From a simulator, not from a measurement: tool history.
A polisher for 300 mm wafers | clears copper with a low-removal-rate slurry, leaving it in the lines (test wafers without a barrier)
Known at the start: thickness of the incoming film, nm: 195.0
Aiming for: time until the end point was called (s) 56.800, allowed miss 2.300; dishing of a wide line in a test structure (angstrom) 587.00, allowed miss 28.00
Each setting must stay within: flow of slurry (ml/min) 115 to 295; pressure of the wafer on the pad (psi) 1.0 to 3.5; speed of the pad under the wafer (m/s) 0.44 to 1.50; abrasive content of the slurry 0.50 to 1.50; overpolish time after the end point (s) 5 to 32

run,day,flow of slurry (ml/min),pressure of the wafer on the pad (psi),speed of the pad under the wafer (m/s),abrasive content of the slurry,overpolish time after the end point (s),time until the end point was called (s),dishing of a wide line in a test structure (angstrom)
1,0.000,190,2.2,0.96,1.00,16,96.488,224.54
2,0.096,205,2.2,0.96,1.00,16,95.819,226.53
3,0.283,200,2.5,0.98,1.00,19,81.147,307.82
4,0.629,195,2.7,0.98,1.00,21,77.651,354.36
5,0.917,195,3.2,0.98,1.00,21,63.168,412.37
# day 1.067: head pressure recalibrated
6,1.067,195,3.3,0.98,1.00,23,65.833,446.01
7,1.233,200,3.4,1.00,1.00,24,63.097,476.06
8,1.292,200,3.4,1.04,1.00,25,60.322,490.71
9,1.496,200,3.4,1.06,1.00,26,59.886,521.65
10,1.738,200,3.4,1.06,1.00,26,59.495,521.43
11,1.946,200,3.4,1.08,1.00,27,59.711,559.69

Below are 5 possible settings for the next run. Only one of them brings all results inside the allowed miss of their targets. Which is it?
A,2.154,200,3.4,1.04,1.05,27,?,?
B,2.154,215,3.4,1.04,0.90,29,?,?
C,2.154,215,3.2,1.14,0.95,24,?,?
D,2.154,220,3.0,1.26,0.95,29,?,?
E,2.154,185,3.5,1.02,0.95,31,?,?

move,time until the end point was called (s),dishing of a wide line in a test structure (angstrom)
A,60.924,542.07
B,62.401,563.44
C,59.887,496.81
D,57.712,593.58
E,62.186,597.47
A: misses by more than the last run did
B: misses by more than the last run did
C: misses by more than the last run did
D: each result inside its tolerance
E: misses by more than the last run did
Answer: D
